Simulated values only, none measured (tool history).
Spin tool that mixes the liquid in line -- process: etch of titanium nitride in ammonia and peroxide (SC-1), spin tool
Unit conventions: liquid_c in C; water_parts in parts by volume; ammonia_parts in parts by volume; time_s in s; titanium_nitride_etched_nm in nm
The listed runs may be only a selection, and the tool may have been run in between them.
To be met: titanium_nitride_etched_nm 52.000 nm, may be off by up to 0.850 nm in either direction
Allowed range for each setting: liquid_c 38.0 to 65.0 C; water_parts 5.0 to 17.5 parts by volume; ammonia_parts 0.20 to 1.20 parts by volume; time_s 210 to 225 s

run,hour,liquid_c,water_parts,ammonia_parts,time_s,titanium_nitride_etched_nm
1,0.0,49.0,9.5,0.75,210,26.007
2,4.5,52.0,9.5,0.75,210,31.822
3,11.0,53.5,9.5,0.75,210,35.599
4,18.1,54.5,9.5,0.75,210,38.145
# hour 19.2: new drum of ammonia solution connected
5,19.2,54.5,9.5,0.55,210,36.789
6,20.3,54.5,9.5,0.55,225,39.361
7,21.6,55.5,9.5,0.55,225,41.984
8,28.0,56.0,9.5,0.55,225,43.526
9,30.4,56.5,9.5,0.55,225,44.801
10,34.3,57.0,9.5,0.55,225,46.873
11,42.8,57.5,9.5,0.55,225,48.145
12,50.1,58.0,9.5,0.55,225,49.730

Of the 5 settings listed for the next run, only one would bring every result within its allowed miss of target. Which one?
A,57.4,62.5,12.5,0.20,220,?
B,57.4,58.0,11.0,0.55,225,?
C,57.4,59.5,11.5,0.75,215,?
D,57.4,58.0,10.0,0.65,220,?
E,57.4,58.0,8.5,0.50,225,?

move,titanium_nitride_etched_nm
A,46.789
B,45.993
C,49.977
D,48.621
E,51.712
A: further off than the last run
B: further off than the last run
C: nearer the targets than the last run, but a result is still out of spec
D: further off than the last run
E: all results land within tolerance of their targets
Answer: E

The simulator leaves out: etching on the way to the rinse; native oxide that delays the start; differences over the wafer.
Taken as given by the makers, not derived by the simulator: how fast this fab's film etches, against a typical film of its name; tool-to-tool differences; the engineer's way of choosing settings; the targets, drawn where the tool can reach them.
